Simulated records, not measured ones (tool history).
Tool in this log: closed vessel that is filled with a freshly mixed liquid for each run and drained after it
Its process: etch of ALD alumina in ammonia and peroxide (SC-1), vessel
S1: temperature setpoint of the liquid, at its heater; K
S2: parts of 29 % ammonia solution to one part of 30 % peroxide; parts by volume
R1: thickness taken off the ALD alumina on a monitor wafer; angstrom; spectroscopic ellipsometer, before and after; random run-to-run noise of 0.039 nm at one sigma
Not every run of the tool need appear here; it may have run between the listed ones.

{"run": 1, "hour": 0.0, "S1": 323.15, "S2": 0.4, "time in the liquid (s)": 65, "R1": 28.215}
{"run": 2, "hour": 2.0, "S1": 323.15, "S2": 0.3, "time in the liquid (s)": 65, "R1": 27.509}
{"run": 3, "hour": 10.0, "S1": 326.15, "S2": 0.3, "time in the liquid (s)": 65, "R1": 31.978}
{"run": 4, "hour": 18.7, "S1": 326.15, "S2": 0.3, "time in the liquid (s)": 65, "R1": 32.709}
{"run": 5, "hour": 21.7, "S1": 323.65, "S2": 0.3, "time in the liquid (s)": 65, "R1": 28.413}
{"run": 6, "hour": 23.4, "S1": 323.65, "S2": 0.4, "time in the liquid (s)": 65, "R1": 28.551}
{"run": 7, "hour": 29.2, "S1": 326.65, "S2": 0.4, "time in the liquid (s)": 65, "R1": 33.731}
{"run": 8, "hour": 32.1, "S1": 328.65, "S2": 0.4, "time in the liquid (s)": 65, "R1": 37.547}
{"run": 9, "hour": 37.0, "S1": 330.15, "S2": 0.4, "time in the liquid (s)": 65, "R1": 41.195}

Run 10, settings as shown, results not yet in. Your forecast:
{"run": 10, "hour": 45.4, "S1": 330.65, "S2": 0.4, "time in the liquid (s)": 65, "R1": "?"}

Run 10 yielded R1 42.595 angstrom.
